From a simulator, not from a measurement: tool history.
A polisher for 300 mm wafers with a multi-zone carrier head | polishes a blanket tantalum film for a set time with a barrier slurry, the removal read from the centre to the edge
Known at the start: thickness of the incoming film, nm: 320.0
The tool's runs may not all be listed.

| run | hour | flow of slurry (ml/min) | pressure of the head's centre zone | pressure of the head's middle zone | pressure of the head's edge zone | abrasive content of the slurry | polishing time (s) | film removed at the wafer's centre (Å) | film removed at mid-radius (Å) | film removed at the wafer's edge (Å) |
|---|---|---|---|---|---|---|---|---|---|---|
| 1 | 0.0 | 265 | 1.00 | 1.00 | 1.00 | 1.00 | 45 | 673.56 | 653.11 | 644.09 |
| 2 | 8.3 | 260 | 0.99 | 0.98 | 0.98 | 0.95 | 44 | 646.55 | 631.25 | 637.21 |
| 3 | 9.9 | 260 | 1.00 | 0.98 | 0.98 | 0.90 | 42 | 595.10 | 592.31 | 596.68 |
| 4 | 18.4 | 260 | 1.06 | 0.98 | 0.98 | 0.90 | 42 | 636.09 | 598.79 | 591.40 |
| 5 | 22.1 | 260 | 1.06 | 0.98 | 1.06 | 0.90 | 42 | 637.99 | 595.50 | 599.29 |
| 6 | 26.8 | 260 | 1.06 | 0.98 | 1.06 | 0.90 | 52 | 777.14 | 728.67 | 746.19 |
| 7 | 31.6 | 260 | 1.07 | 0.97 | 1.06 | 0.85 | 49 | 738.76 | 673.87 | 691.67 |
| 8 | 33.3 | 260 | 1.07 | 0.97 | 1.06 | 0.80 | 46 | 675.88 | 611.69 | 651.87 |

Forecast run 9:
| 9 | 39.8 | 260 | 1.08 | 0.98 | 1.05 | 0.75 | 44 | ? | ? | ? |

Run 9 gave film removed at the wafer's centre (Å) 647.32, film removed at mid-radius (Å) 582.54, film removed at the wafer's edge (Å) 611.89.

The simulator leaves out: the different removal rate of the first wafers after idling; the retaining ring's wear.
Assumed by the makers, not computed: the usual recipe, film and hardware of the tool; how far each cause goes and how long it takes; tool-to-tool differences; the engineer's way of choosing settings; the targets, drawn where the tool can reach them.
